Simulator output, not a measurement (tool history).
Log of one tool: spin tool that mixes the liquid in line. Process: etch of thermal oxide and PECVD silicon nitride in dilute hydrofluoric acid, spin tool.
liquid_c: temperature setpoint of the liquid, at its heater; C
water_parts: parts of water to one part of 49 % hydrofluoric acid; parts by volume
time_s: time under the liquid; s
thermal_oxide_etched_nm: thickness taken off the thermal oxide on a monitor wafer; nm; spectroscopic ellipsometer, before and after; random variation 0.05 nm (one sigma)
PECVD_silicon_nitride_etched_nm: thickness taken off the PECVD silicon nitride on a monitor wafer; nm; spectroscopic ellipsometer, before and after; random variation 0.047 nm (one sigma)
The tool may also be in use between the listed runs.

run	hour	liquid_c	water_parts	time_s	thermal_oxide_etched_nm	PECVD_silicon_nitride_etched_nm
1	0	22	215	180	3.313	4.3158
2	2.6	22	215	140	2.5675	3.342
3	4.9	23.5	215	140	2.7358	3.6777
4	9.3	20.5	215	140	2.4869	2.9868
5	10	20.5	135	140	4.2053	4.7375
6	14.1	19	135	140	3.9326	4.3281
7	21.1	21.5	150	145	4.023	4.764

The next listed run, before its measurement:
8	29.1	23	160	150	?	?

thermal_oxide_etched_nm: 4.1069 nm
PECVD_silicon_nitride_etched_nm: 5.0755 nm
